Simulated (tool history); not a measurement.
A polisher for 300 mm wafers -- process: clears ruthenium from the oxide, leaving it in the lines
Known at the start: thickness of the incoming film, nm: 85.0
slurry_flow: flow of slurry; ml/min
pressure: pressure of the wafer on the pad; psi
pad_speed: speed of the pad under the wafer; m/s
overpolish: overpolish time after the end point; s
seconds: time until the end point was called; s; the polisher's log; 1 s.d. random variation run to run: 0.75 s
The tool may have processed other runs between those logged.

{"run": 1, "hour": 0.0, "slurry_flow": 295, "pressure": 2.6, "pad_speed": 0.76, "overpolish": 40, "seconds": 78.867}
{"run": 2, "hour": 5.5, "slurry_flow": 295, "pressure": 2.6, "pad_speed": 0.58, "overpolish": 40, "seconds": 105.61}
{"run": 3, "hour": 11.2, "slurry_flow": 295, "pressure": 2.9, "pad_speed": 0.62, "overpolish": 40, "seconds": 85.735}
{"run": 4, "hour": 17.9, "slurry_flow": 295, "pressure": 2.9, "pad_speed": 0.76, "overpolish": 40, "seconds": 70.579}
{"run": 5, "hour": 21.5, "slurry_flow": 295, "pressure": 2.9, "pad_speed": 0.62, "overpolish": 40, "seconds": 85.892}
{"run": 6, "hour": 23.7, "slurry_flow": 295, "pressure": 3.5, "pad_speed": 0.62, "overpolish": 40, "seconds": 74.163}

Expected results for the next run?
{"run": 7, "hour": 28.7, "slurry_flow": 295, "pressure": 3.6, "pad_speed": 0.66, "overpolish": 40, "seconds": "?"}

seconds: 67.104 s
